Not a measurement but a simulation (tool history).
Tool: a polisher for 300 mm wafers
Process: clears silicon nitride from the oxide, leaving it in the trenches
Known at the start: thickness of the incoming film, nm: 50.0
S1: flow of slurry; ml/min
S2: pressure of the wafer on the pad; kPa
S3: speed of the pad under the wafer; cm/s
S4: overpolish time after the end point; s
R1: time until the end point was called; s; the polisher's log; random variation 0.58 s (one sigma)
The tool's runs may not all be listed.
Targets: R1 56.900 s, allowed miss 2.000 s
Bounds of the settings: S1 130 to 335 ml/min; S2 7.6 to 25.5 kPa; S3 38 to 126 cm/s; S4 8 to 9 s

run	hour	S1	S2	S3	S4	R1
1	0.0	215	16.5	82	9	80.794
2	3.6	215	16.5	70	9	94.151
3	10.7	180	16.5	70	9	96.373
4	17.9	185	18.6	70	9	87.777
5	23.7	195	20.7	72	9	74.674
6	30.4	195	17.2	72	9	90.276
7	38.0	205	19.3	72	9	80.551
8	40.7	210	21.4	72	9	72.420
9	46.5	215	22.8	72	9	67.168
10	50.0	215	22.8	72	9	66.731
11	52.8	220	23.4	72	9	65.967
12	61.1	220	24.1	74	9	62.518
13	66.9	220	24.8	74	9	60.417

Which of these 4 next moves meets every target?
A	72.7	190	25.5	86	8	?
B	72.7	215	25.5	82	8	?
C	72.7	220	25.5	82	9	?
D	72.7	205	25.5	76	8	?

move	R1
A	52.126
B	53.961
C	53.855
D	58.247
A: takes the result that was furthest off past its target
B: takes the result that was furthest off past its target
C: takes the result that was furthest off past its target
D: meets every target
The right move is D.
